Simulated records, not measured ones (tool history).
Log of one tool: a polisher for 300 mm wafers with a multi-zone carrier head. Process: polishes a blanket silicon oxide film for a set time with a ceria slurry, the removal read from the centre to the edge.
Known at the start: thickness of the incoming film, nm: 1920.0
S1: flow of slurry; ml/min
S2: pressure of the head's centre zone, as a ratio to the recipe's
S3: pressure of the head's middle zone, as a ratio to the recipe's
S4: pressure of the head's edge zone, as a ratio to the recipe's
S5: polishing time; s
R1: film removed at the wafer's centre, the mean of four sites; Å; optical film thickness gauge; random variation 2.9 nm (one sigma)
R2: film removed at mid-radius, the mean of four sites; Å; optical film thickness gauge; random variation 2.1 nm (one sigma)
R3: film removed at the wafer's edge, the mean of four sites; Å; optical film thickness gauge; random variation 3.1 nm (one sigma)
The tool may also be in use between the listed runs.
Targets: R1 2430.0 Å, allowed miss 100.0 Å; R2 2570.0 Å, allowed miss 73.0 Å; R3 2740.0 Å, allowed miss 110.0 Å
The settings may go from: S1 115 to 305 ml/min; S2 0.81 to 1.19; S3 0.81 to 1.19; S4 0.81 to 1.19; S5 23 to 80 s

{"run": 1, "hour": 0.0, "S1": 195, "S2": 1.0, "S3": 1.0, "S4": 1.0, "S5": 51, "R1": 1889.5, "R2": 1840.9, "R3": 1850.5}
{"run": 2, "hour": 4.6, "S1": 195, "S2": 1.0, "S3": 1.05, "S4": 1.0, "S5": 51, "R1": 1880.7, "R2": 1956.2, "R3": 1840.7}
{"run": 3, "hour": 7.1, "S1": 195, "S2": 1.0, "S3": 1.09, "S4": 1.0, "S5": 51, "R1": 1880.5, "R2": 2022.2, "R3": 1845.9}
{"run": 4, "hour": 8.2, "S1": 200, "S2": 0.99, "S3": 1.08, "S4": 1.04, "S5": 54, "R1": 2008.6, "R2": 2096.3, "R3": 1975.4}
{"run": 5, "hour": 11.1, "S1": 200, "S2": 0.99, "S3": 1.03, "S4": 1.04, "S5": 54, "R1": 1977.8, "R2": 2039.9, "R3": 2009.6}
{"run": 6, "hour": 12.3, "S1": 205, "S2": 0.98, "S3": 1.03, "S4": 1.07, "S5": 57, "R1": 2090.4, "R2": 2161.7, "R3": 2144.0}
{"run": 7, "hour": 12.9, "S1": 210, "S2": 0.97, "S3": 1.02, "S4": 1.09, "S5": 59, "R1": 2160.2, "R2": 2253.6, "R3": 2182.0}
{"run": 8, "hour": 14.9, "S1": 155, "S2": 0.88, "S3": 0.92, "S4": 1.19, "S5": 73, "R1": 2231.3, "R2": 2428.6, "R3": 2799.3}
{"run": 9, "hour": 21.5, "S1": 165, "S2": 0.89, "S3": 0.93, "S4": 1.17, "S5": 73, "R1": 2306.8, "R2": 2447.1, "R3": 2756.6}

Which of these 5 next moves meets every target?
{"run": "A", "hour": 28.1, "S1": 155, "S2": 0.91, "S3": 0.97, "S4": 1.19, "S5": 69, "R1": "?", "R2": "?", "R3": "?"}
{"run": "B", "hour": 28.1, "S1": 200, "S2": 0.89, "S3": 0.94, "S4": 1.13, "S5": 70, "R1": "?", "R2": "?", "R3": "?"}
{"run": "C", "hour": 28.1, "S1": 185, "S2": 0.83, "S3": 1.04, "S4": 1.11, "S5": 71, "R1": "?", "R2": "?", "R3": "?"}
{"run": "D", "hour": 28.1, "S1": 225, "S2": 0.86, "S3": 0.88, "S4": 1.19, "S5": 69, "R1": "?", "R2": "?", "R3": "?"}
{"run": "E", "hour": 28.1, "S1": 195, "S2": 0.9, "S3": 0.97, "S4": 1.12, "S5": 72, "R1": "?", "R2": "?", "R3": "?"}

move=A R1=2203.5 R2=2385.7 R3=2624.9
move=B R1=2287.2 R2=2454.1 R3=2670.6
move=C R1=2139.7 R2=2681.0 R3=2658.3
move=D R1=2216.9 R2=2326.1 R3=2737.9
move=E R1=2369.6 R2=2582.2 R3=2726.1
A: further off than the last run
B: nearer than the last run, and not there yet
C: takes the result that was furthest off past its target
D: further off than the last run
E: meets every target
The right move is E.
